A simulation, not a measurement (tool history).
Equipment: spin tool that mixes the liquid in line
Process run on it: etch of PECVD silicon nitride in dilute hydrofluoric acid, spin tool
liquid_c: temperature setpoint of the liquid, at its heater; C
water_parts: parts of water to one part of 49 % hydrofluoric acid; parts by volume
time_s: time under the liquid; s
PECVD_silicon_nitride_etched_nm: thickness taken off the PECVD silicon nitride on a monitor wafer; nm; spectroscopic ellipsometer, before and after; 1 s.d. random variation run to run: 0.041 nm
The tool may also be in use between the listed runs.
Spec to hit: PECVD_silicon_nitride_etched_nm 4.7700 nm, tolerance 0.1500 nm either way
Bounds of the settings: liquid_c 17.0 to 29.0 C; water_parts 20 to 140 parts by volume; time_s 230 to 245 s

run	hour	liquid_c	water_parts	time_s	PECVD_silicon_nitride_etched_nm
1	0.0	21.0	75	230	10.1940
2	4.3	20.0	75	230	9.6479
3	7.6	20.0	75	230	9.5930
4	16.5	19.0	85	230	8.0507
5	23.7	18.5	95	230	6.9764
6	32.1	20.5	95	230	7.9029
7	39.0	19.5	105	230	6.6198
8	46.6	19.0	110	230	6.1244
9	55.3	19.0	110	230	6.1984
10	61.5	18.5	115	230	5.7284
11	70.2	18.0	120	230	5.3450
12	73.8	17.5	120	230	5.1674

Below are 5 possible settings for the next run. Only one of them brings all results inside the allowed miss of their targets. Which is it?
A	77.4	17.0	115	245	?
B	77.4	18.0	130	245	?
C	77.4	19.0	115	230	?
D	77.4	17.0	135	245	?
E	77.4	17.0	115	235	?

move	PECVD_silicon_nitride_etched_nm
A	5.4902
B	5.2239
C	5.9146
D	4.7024
E	5.2661
A: further off than the last run
B: further off than the last run
C: further off than the last run
D: in spec on every target
E: further off than the last run
So the answer is move D, the one that meets all the targets.

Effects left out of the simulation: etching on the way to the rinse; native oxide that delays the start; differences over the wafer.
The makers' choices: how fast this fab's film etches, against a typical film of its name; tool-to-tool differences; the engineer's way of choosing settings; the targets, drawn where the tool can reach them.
